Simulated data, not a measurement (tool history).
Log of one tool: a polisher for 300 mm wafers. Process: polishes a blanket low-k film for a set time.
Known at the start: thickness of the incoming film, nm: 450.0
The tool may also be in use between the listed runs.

run    day  flow of slurry (ml/min)  pressure of the wafer on the pad (kPa)  speed of the pad under the wafer (m/s)  abrasive content of the slurry  polishing time (s)  film removed (Å)
  1      0                      295                                     9.7                                    1.24                               1                  56            186.24
  2  0.162                      295                                     9.7                                    1.24                             0.9                  56            173.56
  3  0.429                      340                                     9.7                                    1.24                             0.9                  56            176.31
  4  0.529                      340                                     9.7                                       1                             0.9                  56            151.27
  5  0.792                      340                                     9.7                                    0.84                             0.9                  56            133.85
  6  1.167                      340                                    10.3                                    0.84                             0.9                  56            140.33

The next listed run, before its measurement:
  7  1.325                      340                                      11                                    0.84                             0.9                  56                 ?

{"run 7": {"film removed (Å)": 148.09}}
